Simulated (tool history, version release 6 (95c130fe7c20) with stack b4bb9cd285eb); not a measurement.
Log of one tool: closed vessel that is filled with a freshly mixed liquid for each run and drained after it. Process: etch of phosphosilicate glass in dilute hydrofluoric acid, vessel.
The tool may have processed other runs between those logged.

| run | hour | temperature setpoint of the liquid (°C) | parts of water to one part of 49 % hydrofluoric acid (parts by volume) | time in the liquid (s) | thickness taken off the phosphosilicate glass on a monitor wafer (angstrom) |
|---|---|---|---|---|---|
| 1 | 0 | 23 | 180 | 85 | 457.88 |
| 2 | 7.2 | 23 | 180 | 95 | 507.58 |
| 3 | 13.9 | 24.5 | 180 | 95 | 552.15 |
| 4 | 15.5 | 24.5 | 180 | 85 | 485.44 |
| 5 | 16.6 | 24.5 | 205 | 85 | 415.87 |
| 6 | 19.3 | 24.5 | 255 | 85 | 319.43 |
| 7 | 26.1 | 24 | 255 | 85 | 313.11 |
| 8 | 29.3 | 23.5 | 255 | 85 | 302.84 |
| 9 | 38 | 23 | 255 | 85 | 295.88 |
| 10 | 45.5 | 22.5 | 255 | 85 | 297.89 |
| 11 | 53.5 | 22 | 255 | 85 | 293.58 |
| 12 | 61 | 21.5 | 255 | 85 | 286.54 |
| 13 | 65.4 | 21 | 255 | 85 | 280.09 |
| 14 | 73.7 | 20.5 | 255 | 85 | 273.04 |

For run 15, what comes out?
| 15 | 81.2 | 20 | 255 | 85 | ? |

Run 15 measured thickness taken off the phosphosilicate glass on a monitor wafer (angstrom) 263.38.
